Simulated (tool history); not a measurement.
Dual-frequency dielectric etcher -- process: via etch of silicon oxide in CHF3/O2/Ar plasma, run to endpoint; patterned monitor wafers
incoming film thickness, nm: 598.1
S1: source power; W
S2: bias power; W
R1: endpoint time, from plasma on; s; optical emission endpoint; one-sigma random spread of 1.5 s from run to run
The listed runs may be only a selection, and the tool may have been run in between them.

| run | hour | S1 | S2 | R1 |
|---|---|---|---|---|
| 1 | 0.0 | 780 | 205 | 253.36 |
| 2 | 3.8 | 780 | 169 | 281.36 |
| 3 | 9.6 | 730 | 168 | 290.08 |
| 4 | 11.9 | 730 | 152 | 305.35 |
| 5 | 19.7 | 790 | 152 | 300.67 |
| 6 | 21.0 | 790 | 180 | 271.09 |

Run 7 has not been measured yet. What should we expect?
| 7 | 29.9 | 730 | 179 | ? |

Run 7 produced R1 278.66 s.
